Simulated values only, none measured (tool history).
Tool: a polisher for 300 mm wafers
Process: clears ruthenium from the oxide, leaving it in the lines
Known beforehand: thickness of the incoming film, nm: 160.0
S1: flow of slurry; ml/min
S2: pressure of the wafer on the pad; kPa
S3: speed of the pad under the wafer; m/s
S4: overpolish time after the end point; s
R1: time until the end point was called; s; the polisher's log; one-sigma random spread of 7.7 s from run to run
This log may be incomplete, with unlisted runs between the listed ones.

| run | day | S1 | S2 | S3 | S4 | R1 |
|---|---|---|---|---|---|---|
| 1 | 0.000 | 245 | 13.1 | 1.10 | 17 | 138.07 |
| 2 | 0.046 | 245 | 11.0 | 1.10 | 17 | 166.04 |
| 3 | 0.138 | 245 | 8.3 | 1.10 | 17 | 220.10 |
| 4 | 0.196 | 245 | 8.3 | 1.06 | 17 | 213.72 |
| 5 | 0.538 | 235 | 8.3 | 1.00 | 17 | 231.57 |
| 6 | 0.579 | 235 | 8.3 | 0.96 | 17 | 248.13 |
| 7 | 0.921 | 235 | 8.3 | 0.94 | 17 | 246.56 |
| 8 | 1.142 | 235 | 8.3 | 0.90 | 17 | 253.11 |
| 9 | 1.229 | 235 | 8.3 | 0.90 | 17 | 260.21 |
| 10 | 1.367 | 235 | 8.3 | 0.88 | 17 | 261.97 |

Run 11 is up next; what results do you expect?
| 11 | 1.554 | 235 | 8.3 | 0.86 | 17 | ? |

R1: 268.77 s
